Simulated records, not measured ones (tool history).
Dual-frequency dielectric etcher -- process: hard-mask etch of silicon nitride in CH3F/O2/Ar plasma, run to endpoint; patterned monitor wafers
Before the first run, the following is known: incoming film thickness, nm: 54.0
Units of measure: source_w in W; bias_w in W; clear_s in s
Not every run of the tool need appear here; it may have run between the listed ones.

Run 1, hour 0: source_w 470 W, bias_w 58 W. Result: clear_s 79.674 s.
Run 2, hour 4.8: source_w 500 W, bias_w 60 W. Result: clear_s 77.839 s.
Run 3, hour 12.6: source_w 500 W, bias_w 54 W. Result: clear_s 80.644 s.
Run 4, hour 18.3: source_w 530 W, bias_w 57 W. Result: clear_s 76.753 s.
Run 5, hour 25.2: source_w 530 W, bias_w 54 W. Result: clear_s 77.516 s.
Run 6, hour 28.2: source_w 500 W, bias_w 54 W. Result: clear_s 79.944 s.
Run 7, hour 35.1: source_w 530 W, bias_w 56 W. Result: clear_s 77.659 s.

Run 8 has not been measured yet. What should we expect?
Run 8, hour 43: source_w 560 W, bias_w 58 W. Result: clear_s ?.

clear_s: 75.15 s

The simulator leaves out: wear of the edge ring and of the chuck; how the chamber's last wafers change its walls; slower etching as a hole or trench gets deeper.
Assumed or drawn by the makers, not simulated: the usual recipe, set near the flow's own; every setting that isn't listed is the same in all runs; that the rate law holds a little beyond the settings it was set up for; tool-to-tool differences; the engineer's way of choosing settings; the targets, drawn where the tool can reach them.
